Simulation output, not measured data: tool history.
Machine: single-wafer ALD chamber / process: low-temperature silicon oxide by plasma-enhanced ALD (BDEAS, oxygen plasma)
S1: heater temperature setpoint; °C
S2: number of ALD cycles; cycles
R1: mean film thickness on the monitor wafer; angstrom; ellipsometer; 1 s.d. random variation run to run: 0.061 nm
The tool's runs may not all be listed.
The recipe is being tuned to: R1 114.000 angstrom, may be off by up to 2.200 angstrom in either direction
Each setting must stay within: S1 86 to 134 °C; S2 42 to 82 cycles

| run | hour | S1 | S2 | R1 |
|---|---|---|---|---|
| 1 | 0.0 | 110 | 62 | 92.891 |
| 2 | 2.4 | 118 | 62 | 92.249 |
| 3 | 5.6 | 114 | 62 | 91.757 |
| 4 | 9.5 | 114 | 65 | 96.550 |
| 5 | 11.9 | 114 | 67 | 99.954 |
| 6 | 17.1 | 108 | 67 | 101.420 |
| 7 | 19.2 | 107 | 68 | 102.220 |
| 8 | 20.7 | 107 | 69 | 104.340 |

Which one of the following 5 next-run settings gets every result inside its allowed miss? There is exactly one.
| A | 22.2 | 108 | 72 | ? |
| B | 22.2 | 105 | 60 | ? |
| C | 22.2 | 109 | 76 | ? |
| D | 22.2 | 131 | 74 | ? |
| E | 22.2 | 104 | 72 | ? |

| move | R1 |
|---|---|
| A | 108.100 |
| B | 90.520 |
| C | 113.930 |
| D | 107.010 |
| E | 108.800 |
A: closes in on the targets versus the last run, not all within tolerance yet
B: further off than the last run
C: each result inside its tolerance
D: closes in on the targets versus the last run, not all within tolerance yet
E: closes in on the targets versus the last run, not all within tolerance yet
Move C is the one to make.
